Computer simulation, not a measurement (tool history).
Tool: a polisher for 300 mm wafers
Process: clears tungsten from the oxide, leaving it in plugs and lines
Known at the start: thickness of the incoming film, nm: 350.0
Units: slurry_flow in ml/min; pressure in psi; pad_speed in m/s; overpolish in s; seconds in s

{"run": 1, "day": 0.0, "slurry_flow": 240, "pressure": 4.3, "pad_speed": 1.1, "slurry_solids": 1.0, "overpolish": 47, "seconds": 44.413}
{"run": 2, "day": 0.329, "slurry_flow": 240, "pressure": 4.5, "pad_speed": 1.1, "slurry_solids": 1.0, "overpolish": 47, "seconds": 41.724}
{"run": 3, "day": 0.679, "slurry_flow": 240, "pressure": 4.7, "pad_speed": 1.1, "slurry_solids": 1.0, "overpolish": 47, "seconds": 41.083}
{"run": 4, "day": 0.912, "slurry_flow": 240, "pressure": 4.7, "pad_speed": 1.1, "slurry_solids": 0.8, "overpolish": 47, "seconds": 43.251}
{"run": 5, "day": 1.117, "slurry_flow": 240, "pressure": 4.7, "pad_speed": 1.1, "slurry_solids": 0.8, "overpolish": 51, "seconds": 44.309}
{"run": 6, "day": 1.492, "slurry_flow": 240, "pressure": 4.9, "pad_speed": 1.1, "slurry_solids": 0.8, "overpolish": 51, "seconds": 42.378}
{"run": 7, "day": 1.729, "slurry_flow": 240, "pressure": 5.1, "pad_speed": 1.1, "slurry_solids": 0.8, "overpolish": 51, "seconds": 41.13}

Run 8 comes next. What will it give?
{"run": 8, "day": 1.929, "slurry_flow": 240, "pressure": 5.3, "pad_speed": 1.1, "slurry_solids": 0.8, "overpolish": 51, "seconds": "?"}

Run 8 gave seconds 38.590 s.
